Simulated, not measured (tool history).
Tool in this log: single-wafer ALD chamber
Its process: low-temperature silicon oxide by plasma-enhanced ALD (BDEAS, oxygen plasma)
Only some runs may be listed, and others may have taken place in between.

run,day,heater temperature setpoint (K),number of ALD cycles (cycles),mean film thickness on the monitor wafer (nm)
1,0.000,373.15,66,10.7630
2,0.033,363.15,66,11.0850
3,0.075,365.15,64,10.7090
4,0.238,366.15,62,10.3050
5,0.521,367.15,61,10.1350
6,0.692,368.15,60,9.9348
7,0.808,369.15,59,9.7400

What does the tool deliver on the next run?
8,0.979,369.15,59,?

{"run 8": {"mean film thickness on the monitor wafer (nm)": 9.7246}}
